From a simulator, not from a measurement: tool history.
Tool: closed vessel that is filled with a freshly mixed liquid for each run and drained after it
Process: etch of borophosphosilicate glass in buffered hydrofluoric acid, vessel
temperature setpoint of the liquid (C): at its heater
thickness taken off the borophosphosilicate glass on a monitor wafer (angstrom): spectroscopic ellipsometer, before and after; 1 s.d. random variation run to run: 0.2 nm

run,hour,temperature setpoint of the liquid (C),parts of 40 % ammonium fluoride to one part of 49 % hydrofluoric acid (parts by volume),time in the liquid (s),thickness taken off the borophosphosilicate glass on a monitor wafer (angstrom)
1,0.0,24.0,16.5,35,481.57
2,5.6,21.5,17.0,35,405.69
3,6.9,21.5,17.0,30,346.75
4,13.0,21.0,17.0,30,337.98
5,16.6,20.5,17.0,30,330.42
6,17.1,20.5,20.0,30,277.43

Expected results for the next run?
7,22.6,21.0,20.0,30,?

Run 7 measured thickness taken off the borophosphosilicate glass on a monitor wafer (angstrom) 288.50.
